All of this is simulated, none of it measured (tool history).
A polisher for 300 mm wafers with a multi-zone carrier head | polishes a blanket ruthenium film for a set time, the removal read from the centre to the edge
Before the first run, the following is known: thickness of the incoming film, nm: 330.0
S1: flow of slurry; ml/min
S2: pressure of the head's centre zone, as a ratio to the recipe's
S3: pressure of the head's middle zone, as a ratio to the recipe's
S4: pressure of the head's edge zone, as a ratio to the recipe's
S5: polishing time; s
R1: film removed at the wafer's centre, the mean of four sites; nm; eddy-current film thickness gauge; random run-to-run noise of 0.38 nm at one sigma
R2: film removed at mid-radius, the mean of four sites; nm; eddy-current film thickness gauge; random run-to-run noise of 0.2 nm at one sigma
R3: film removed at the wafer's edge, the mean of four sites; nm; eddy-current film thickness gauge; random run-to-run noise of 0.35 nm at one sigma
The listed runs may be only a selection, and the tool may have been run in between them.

run,hour,S1,S2,S3,S4,S5,R1,R2,R3
1,0,285,1,1,1,37,27.454,27.843,27.942
2,1.8,285,1,1,1.04,37,27.597,27.589,28.114
3,3.7,355,1,1,1.04,37,28.53,28.528,28.414
4,7,355,1,0.94,1.04,37,28.085,26.712,28.43
5,13.1,355,1,0.94,1.04,46,34.612,33.435,36.092
6,16.9,355,1,0.94,1.04,37,27.655,27.17,29.148
7,24.1,355,1,0.94,1.04,37,28.083,27.041,29.007

Forecast run 8:
8,24.8,350,1.02,0.94,1.05,38,?,?,?

Run 8 yielded R1 29.508 nm, R2 27.505 nm, R3 29.509 nm.

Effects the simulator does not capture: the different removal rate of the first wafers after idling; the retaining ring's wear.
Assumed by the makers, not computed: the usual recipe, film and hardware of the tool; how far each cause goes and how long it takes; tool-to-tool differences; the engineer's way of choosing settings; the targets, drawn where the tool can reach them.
